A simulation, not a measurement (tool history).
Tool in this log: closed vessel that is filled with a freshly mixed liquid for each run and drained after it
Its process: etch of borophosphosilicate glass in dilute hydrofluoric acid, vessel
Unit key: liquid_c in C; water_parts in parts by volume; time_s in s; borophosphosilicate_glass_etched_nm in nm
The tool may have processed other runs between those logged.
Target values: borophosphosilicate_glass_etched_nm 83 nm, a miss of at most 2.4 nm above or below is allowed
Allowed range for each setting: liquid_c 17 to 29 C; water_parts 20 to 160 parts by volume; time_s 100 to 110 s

| run | day | liquid_c | water_parts | time_s | borophosphosilicate_glass_etched_nm |
|---|---|---|---|---|---|
| 1 | 0 | 21 | 90 | 100 | 38.724 |
| 2 | 0.279 | 23 | 80 | 100 | 48.055 |
| 3 | 0.646 | 24.5 | 75 | 100 | 54.646 |
| 4 | 0.788 | 24.5 | 90 | 100 | 44.174 |
| 5 | 1.142 | 25.5 | 80 | 100 | 52.247 |
| 6 | 1.462 | 22 | 80 | 100 | 46.758 |
| 7 | 1.775 | 23.5 | 75 | 100 | 53.326 |
| 8 | 2.004 | 27.5 | 55 | 100 | 85.702 |

Of the 4 settings listed for the next run, only one would bring every result within its allowed miss of target. Which one?
| A | 2.233 | 28 | 60 | 110 | ? |
| B | 2.233 | 27 | 60 | 100 | ? |
| C | 2.233 | 27.5 | 60 | 105 | ? |
| D | 2.233 | 29 | 55 | 100 | ? |

| move | borophosphosilicate_glass_etched_nm |
|---|---|
| A | 88.065 |
| B | 76.954 |
| C | 82.419 |
| D | 91.558 |
A: lands further from the targets than the last run did
B: takes the biggest miss from the last run beyond its target
C: each result inside its tolerance
D: lands further from the targets than the last run did
C is the move that brings every result within its allowed miss.

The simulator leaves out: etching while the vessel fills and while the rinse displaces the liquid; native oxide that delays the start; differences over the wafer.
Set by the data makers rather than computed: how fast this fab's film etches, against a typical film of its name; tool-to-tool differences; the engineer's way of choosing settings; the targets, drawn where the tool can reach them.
